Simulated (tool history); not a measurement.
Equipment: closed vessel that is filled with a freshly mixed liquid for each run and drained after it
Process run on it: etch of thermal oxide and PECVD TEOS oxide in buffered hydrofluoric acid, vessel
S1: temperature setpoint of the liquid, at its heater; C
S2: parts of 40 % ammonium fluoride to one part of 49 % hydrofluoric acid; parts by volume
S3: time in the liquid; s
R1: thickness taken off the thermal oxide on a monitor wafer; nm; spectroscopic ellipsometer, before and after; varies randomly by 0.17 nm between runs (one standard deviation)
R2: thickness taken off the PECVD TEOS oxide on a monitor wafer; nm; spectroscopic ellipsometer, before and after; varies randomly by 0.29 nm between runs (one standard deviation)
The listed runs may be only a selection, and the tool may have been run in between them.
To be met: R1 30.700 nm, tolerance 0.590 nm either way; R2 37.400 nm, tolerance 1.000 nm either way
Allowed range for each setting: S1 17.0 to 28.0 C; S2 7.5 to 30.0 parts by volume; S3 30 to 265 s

{"run": 1, "hour": 0.0, "S1": 20.0, "S2": 21.0, "S3": 135, "R1": 60.467, "R2": 73.765}
{"run": 2, "hour": 7.8, "S1": 20.0, "S2": 18.0, "S3": 135, "R1": 70.415, "R2": 86.424}
{"run": 3, "hour": 12.3, "S1": 19.0, "S2": 21.5, "S3": 130, "R1": 54.704, "R2": 66.397}
{"run": 4, "hour": 14.7, "S1": 18.5, "S2": 24.0, "S3": 125, "R1": 46.309, "R2": 56.011}
{"hour": 22.2, "done": "hydrofluoric acid flow meter replaced"}
{"run": 5, "hour": 22.2, "S1": 18.5, "S2": 24.0, "S3": 80, "R1": 27.962, "R2": 33.574}
{"run": 6, "hour": 28.9, "S1": 19.0, "S2": 24.0, "S3": 80, "R1": 28.815, "R2": 35.189}
{"run": 7, "hour": 30.0, "S1": 19.5, "S2": 24.0, "S3": 80, "R1": 29.744, "R2": 36.094}
{"run": 8, "hour": 33.4, "S1": 19.5, "S2": 24.0, "S3": 80, "R1": 29.261, "R2": 35.87}

Which of these 4 next moves meets every target?
{"run": "A", "hour": 36.8, "S1": 18.5, "S2": 26.5, "S3": 90, "R1": "?", "R2": "?"}
{"run": "B", "hour": 36.8, "S1": 17.5, "S2": 24.5, "S3": 85, "R1": "?", "R2": "?"}
{"run": "C", "hour": 36.8, "S1": 19.0, "S2": 25.5, "S3": 90, "R1": "?", "R2": "?"}
{"run": "D", "hour": 36.8, "S1": 19.5, "S2": 24.5, "S3": 75, "R1": "?", "R2": "?"}

move=A R1=29.332 R2=35.942
move=B R1=27.629 R2=33.855
move=C R1=30.991 R2=37.974
move=D R1=27.311 R2=33.465
A: about the same distance from the targets as the last run
B: further off than the last run
C: in spec on every target
D: further off than the last run
So the answer is move C, the one that meets all the targets.
